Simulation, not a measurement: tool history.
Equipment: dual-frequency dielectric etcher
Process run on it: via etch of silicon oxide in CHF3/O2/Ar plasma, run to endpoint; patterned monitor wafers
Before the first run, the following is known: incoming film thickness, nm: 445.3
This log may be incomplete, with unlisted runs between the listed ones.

Run 1, hour 0.0: source power (kW) 0.670, bias power (kW) 0.142. Result: endpoint time (s) 229.12.
Run 2, hour 0.9: source power (kW) 0.670, bias power (kW) 0.157. Result: endpoint time (s) 223.61.
Run 3, hour 9.7: source power (kW) 0.670, bias power (kW) 0.143. Result: endpoint time (s) 228.30.
Run 4, hour 18.1: source power (kW) 0.670, bias power (kW) 0.152. Result: endpoint time (s) 225.40.
Run 5, hour 23.3: source power (kW) 0.670, bias power (kW) 0.136. Result: endpoint time (s) 231.70.
Run 6, hour 32.2: source power (kW) 0.710, bias power (kW) 0.137. Result: endpoint time (s) 225.80.

What will run 7 give?
Run 7, hour 40.7: source power (kW) 0.740, bias power (kW) 0.138. Result: endpoint time (s) ?.

endpoint time (s): 222.65

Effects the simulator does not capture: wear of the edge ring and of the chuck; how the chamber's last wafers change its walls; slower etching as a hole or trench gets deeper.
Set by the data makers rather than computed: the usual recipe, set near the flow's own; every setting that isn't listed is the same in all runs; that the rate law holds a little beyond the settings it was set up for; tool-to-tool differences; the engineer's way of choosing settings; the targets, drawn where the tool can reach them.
